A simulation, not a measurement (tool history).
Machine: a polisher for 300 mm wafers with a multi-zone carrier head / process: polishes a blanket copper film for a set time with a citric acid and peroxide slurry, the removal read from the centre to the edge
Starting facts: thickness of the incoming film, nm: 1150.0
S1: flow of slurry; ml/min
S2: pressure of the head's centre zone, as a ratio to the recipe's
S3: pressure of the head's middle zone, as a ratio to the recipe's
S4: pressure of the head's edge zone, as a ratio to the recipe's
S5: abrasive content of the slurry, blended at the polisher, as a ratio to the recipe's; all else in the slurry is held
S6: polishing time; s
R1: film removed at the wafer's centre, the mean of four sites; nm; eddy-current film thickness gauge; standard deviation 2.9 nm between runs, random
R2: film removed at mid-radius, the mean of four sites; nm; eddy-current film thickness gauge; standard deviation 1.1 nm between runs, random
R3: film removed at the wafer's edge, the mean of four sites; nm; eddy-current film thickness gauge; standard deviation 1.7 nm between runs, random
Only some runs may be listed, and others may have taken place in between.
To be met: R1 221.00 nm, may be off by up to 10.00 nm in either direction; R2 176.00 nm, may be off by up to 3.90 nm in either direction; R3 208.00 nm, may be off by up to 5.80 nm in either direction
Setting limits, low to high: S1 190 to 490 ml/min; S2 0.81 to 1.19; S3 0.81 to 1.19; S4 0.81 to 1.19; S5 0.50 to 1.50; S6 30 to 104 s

run 1 day=0.000 | S1=315 S2=1.00 S3=1.00 S4=1.00 S5=1.00 S6=67 | R1=153.33 R2=156.07 R3=152.07
run 2 day=0.242 | S1=315 S2=1.00 S3=1.00 S4=1.00 S5=1.15 S6=67 | R1=157.33 R2=160.78 R3=158.64
run 3 day=0.317 | S1=315 S2=1.00 S3=1.00 S4=1.00 S5=1.15 S6=59 | R1=139.22 R2=141.77 R3=141.06
run 4 day=0.429 | S1=315 S2=1.00 S3=0.97 S4=1.00 S5=1.15 S6=59 | R1=138.51 R2=136.70 R3=139.04
run 5 day=0.738 | S1=315 S2=1.05 S3=0.95 S4=1.06 S5=1.25 S6=64 | R1=158.84 R2=149.42 R3=158.64
run 6 day=0.942 | S1=325 S2=1.10 S3=0.93 S4=1.10 S5=1.35 S6=67 | R1=182.43 R2=155.88 R3=172.34
run 7 day=0.975 | S1=330 S2=1.11 S3=0.92 S4=1.13 S5=1.40 S6=70 | R1=193.50 R2=161.07 R3=184.74
run 8 day=1.229 | S1=340 S2=1.12 S3=0.92 S4=1.15 S5=1.45 S6=71 | R1=199.07 R2=167.08 R3=188.81
run 9 day=1.517 | S1=335 S2=1.13 S3=0.91 S4=1.16 S5=1.45 S6=73 | R1=208.51 R2=170.27 R3=195.08
run 10 day=1.721 | S1=340 S2=1.13 S3=0.90 S4=1.17 S5=1.45 S6=74 | R1=207.00 R2=171.09 R3=198.16
run 11 day=1.750 | S1=340 S2=1.14 S3=0.89 S4=1.18 S5=1.45 S6=75 | R1=214.08 R2=174.04 R3=206.57
run 12 day=1.883 | S1=345 S2=1.15 S3=0.89 S4=1.18 S5=1.45 S6=75 | R1=217.84 R2=170.39 R3=205.29

Exactly one of the 5 candidate moves below puts every result within its allowed miss. Which one?
run A day=2.017 | S1=340 S2=1.19 S3=0.83 S4=1.19 S5=1.30 S6=76 | R1=? R2=? R3=?
run B day=2.017 | S1=270 S2=1.19 S3=0.86 S4=1.16 S5=1.30 S6=78 | R1=? R2=? R3=?
run C day=2.017 | S1=350 S2=1.16 S3=0.85 S4=1.18 S5=1.45 S6=76 | R1=? R2=? R3=?
run D day=2.017 | S1=395 S2=1.15 S3=0.89 S4=1.18 S5=1.50 S6=75 | R1=? R2=? R3=?
run E day=2.017 | S1=340 S2=1.15 S3=0.86 S4=1.18 S5=1.45 S6=76 | R1=? R2=? R3=?

move=A R1=222.11 R2=159.61 R3=206.07
move=B R1=222.19 R2=164.76 R3=204.92
move=C R1=222.16 R2=166.98 R3=210.28
move=D R1=221.35 R2=174.11 R3=210.50
move=E R1=219.63 R2=168.18 R3=209.84
A: the biggest miss grows against the last run
B: the biggest miss grows against the last run
C: the biggest miss grows against the last run
D: every result within its allowed miss
E: the biggest miss grows against the last run
Go with D: it meets all targets.
